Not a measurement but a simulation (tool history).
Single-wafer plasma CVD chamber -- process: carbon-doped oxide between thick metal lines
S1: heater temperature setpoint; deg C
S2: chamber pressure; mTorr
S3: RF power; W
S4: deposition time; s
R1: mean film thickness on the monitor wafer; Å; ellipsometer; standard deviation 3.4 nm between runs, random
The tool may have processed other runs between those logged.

{"run": 1, "day": 0.0, "S1": 360, "S2": 4410, "S3": 400, "S4": 166, "R1": 6332.3}
{"run": 2, "day": 0.167, "S1": 359, "S2": 4530, "S3": 405, "S4": 166, "R1": 6349.7}
{"run": 3, "day": 0.429, "S1": 359, "S2": 4530, "S3": 405, "S4": 171, "R1": 6529.1}
{"run": 4, "day": 0.758, "S1": 359, "S2": 4530, "S3": 350, "S4": 171, "R1": 6096}
{"run": 5, "day": 1.029, "S1": 358, "S2": 4610, "S3": 360, "S4": 171, "R1": 6214.9}
{"run": 6, "day": 1.079, "S1": 357, "S2": 4710, "S3": 370, "S4": 171, "R1": 6385.9}
{"run": 7, "day": 1.188, "S1": 356, "S2": 4810, "S3": 370, "S4": 171, "R1": 6395}
{"run": 8, "day": 1.388, "S1": 355, "S2": 4930, "S3": 375, "S4": 171, "R1": 6498.7}

The next listed run, before its measurement:
{"run": 9, "day": 1.717, "S1": 355, "S2": 4930, "S3": 375, "S4": 171, "R1": "?"}

{"run 9": {"R1": 6479.1}}
